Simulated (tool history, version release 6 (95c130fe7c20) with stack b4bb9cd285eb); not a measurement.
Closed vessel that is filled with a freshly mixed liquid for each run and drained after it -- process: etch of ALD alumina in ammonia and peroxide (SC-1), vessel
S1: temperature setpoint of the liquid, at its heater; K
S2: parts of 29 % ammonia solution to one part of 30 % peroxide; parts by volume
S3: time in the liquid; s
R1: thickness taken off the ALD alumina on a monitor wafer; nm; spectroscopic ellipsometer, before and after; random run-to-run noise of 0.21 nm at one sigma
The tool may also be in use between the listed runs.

Run 1, hour 0: S1 322.15 K, S2 0.4 parts by volume, S3 880 s. Result: R1 39.852 nm.
Run 2, hour 8.8: S1 322.15 K, S2 0.5 parts by volume, S3 880 s. Result: R1 40.655 nm.
Run 3, hour 11.2: S1 320.65 K, S2 0.5 parts by volume, S3 880 s. Result: R1 37.417 nm.
Run 4, hour 19.2: S1 320.65 K, S2 0.55 parts by volume, S3 880 s. Result: R1 38.428 nm.
Run 5, hour 28.2: S1 323.15 K, S2 0.55 parts by volume, S3 880 s. Result: R1 43.95 nm.
Run 6, hour 36.2: S1 323.15 K, S2 0.55 parts by volume, S3 935 s. Result: R1 45.733 nm.
Run 7, hour 37.5: S1 321.65 K, S2 0.5 parts by volume, S3 930 s. Result: R1 42.681 nm.
Run 8, hour 41.1: S1 313.65 K, S2 0.65 parts by volume, S3 880 s. Result: R1 25.878 nm.

Predict the results of run 9:
Run 9, hour 45.7: S1 313.15 K, S2 0.65 parts by volume, S3 880 s. Result: R1 ?.

Run 9 produced R1 24.588 nm.
